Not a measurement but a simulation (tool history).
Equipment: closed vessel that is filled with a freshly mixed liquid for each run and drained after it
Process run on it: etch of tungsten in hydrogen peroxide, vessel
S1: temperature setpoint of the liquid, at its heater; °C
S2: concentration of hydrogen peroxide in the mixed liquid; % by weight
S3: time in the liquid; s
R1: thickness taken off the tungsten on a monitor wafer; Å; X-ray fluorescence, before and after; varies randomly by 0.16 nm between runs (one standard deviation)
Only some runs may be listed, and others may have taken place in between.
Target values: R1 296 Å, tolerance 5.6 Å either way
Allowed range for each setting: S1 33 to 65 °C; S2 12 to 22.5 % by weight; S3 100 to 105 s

Run 1, day 0: S1 49 °C, S2 15.5 % by weight, S3 100 s. Result: R1 728.46 Å.
Run 2, day 0.325: S1 53 °C, S2 15.5 % by weight, S3 100 s. Result: R1 923.12 Å.
Run 3, day 0.617: S1 53 °C, S2 15.5 % by weight, S3 100 s. Result: R1 926.24 Å.
Run 4, day 0.762: S1 56 °C, S2 15.5 % by weight, S3 100 s. Result: R1 1122.9 Å.
Run 5, day 1.008: S1 56 °C, S2 17.5 % by weight, S3 100 s. Result: R1 1175.6 Å.
Run 6, day 1.383: S1 56 °C, S2 20 % by weight, S3 100 s. Result: R1 1271.5 Å.
Run 7, day 1.571: S1 52 °C, S2 19.5 % by weight, S3 100 s. Result: R1 986.77 Å.
Run 8, day 1.767: S1 48.5 °C, S2 19 % by weight, S3 100 s. Result: R1 781.03 Å.
Run 9, day 1.85: S1 45.5 °C, S2 19 % by weight, S3 100 s. Result: R1 651.16 Å.
Run 10, day 2.2: S1 43 °C, S2 19 % by weight, S3 100 s. Result: R1 552.33 Å.
Run 11, day 2.55: S1 41 °C, S2 19 % by weight, S3 100 s. Result: R1 491.79 Å.
Run 12, day 2.754: S1 41 °C, S2 19 % by weight, S3 100 s. Result: R1 492.58 Å.
Run 13, day 2.992: S1 39.5 °C, S2 19 % by weight, S3 100 s. Result: R1 441.16 Å.
Run 14, day 3.117: S1 33 °C, S2 19 % by weight, S3 100 s. Result: R1 287.66 Å.

Consider the 4 candidate settings below. Which is the only one whose results all fall within their allowed miss of target?
Run A, day 3.242: S1 34 °C, S2 17.5 % by weight, S3 100 s. Result: R1 ?.
Run B, day 3.242: S1 33.5 °C, S2 17.5 % by weight, S3 100 s. Result: R1 ?.
Run C, day 3.242: S1 33.5 °C, S2 18.5 % by weight, S3 105 s. Result: R1 ?.
Run D, day 3.242: S1 33.5 °C, S2 19 % by weight, S3 105 s. Result: R1 ?.

move      R1
   A  296.63
   B  286.75
   C  309.57
   D  313.73
A: all results land within tolerance of their targets
B: moves away from the targets compared with the last run
C: takes the result that was furthest off past its target
D: takes the result that was furthest off past its target
So the answer is move A, the one that meets all the targets.

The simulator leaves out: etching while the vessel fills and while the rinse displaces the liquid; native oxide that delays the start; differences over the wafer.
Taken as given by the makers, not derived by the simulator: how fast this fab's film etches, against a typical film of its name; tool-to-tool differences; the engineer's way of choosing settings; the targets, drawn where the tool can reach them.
